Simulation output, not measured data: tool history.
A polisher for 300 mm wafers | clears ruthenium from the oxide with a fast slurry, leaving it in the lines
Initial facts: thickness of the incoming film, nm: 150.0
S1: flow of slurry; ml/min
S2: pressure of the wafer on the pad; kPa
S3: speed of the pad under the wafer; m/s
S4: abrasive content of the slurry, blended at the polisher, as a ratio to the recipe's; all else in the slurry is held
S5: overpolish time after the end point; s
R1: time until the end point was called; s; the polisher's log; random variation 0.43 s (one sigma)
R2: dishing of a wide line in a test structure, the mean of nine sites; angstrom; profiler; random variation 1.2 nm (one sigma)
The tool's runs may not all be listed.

run,day,S1,S2,S3,S4,S5,R1,R2
1,0.000,165,18.6,0.92,1.0,11,41.666,314.20
2,0.308,165,16.5,0.92,1.0,11,47.588,286.81
3,0.408,165,17.2,0.92,1.0,12,46.181,324.22
4,0.696,165,17.9,0.92,1.0,13,44.287,371.68
5,0.975,165,20.7,0.92,1.0,13,38.581,395.22
6,1.229,165,20.7,0.92,1.0,14,39.008,424.21
7,1.296,165,20.7,0.92,1.0,15,38.701,451.24
8,1.517,165,20.7,0.92,1.0,16,39.041,470.24

Run 9 is up next; what results do you expect?
9,1.754,170,22.1,0.92,1.0,18,?,?

R1: 37.014 s
R2: 545.93 angstrom
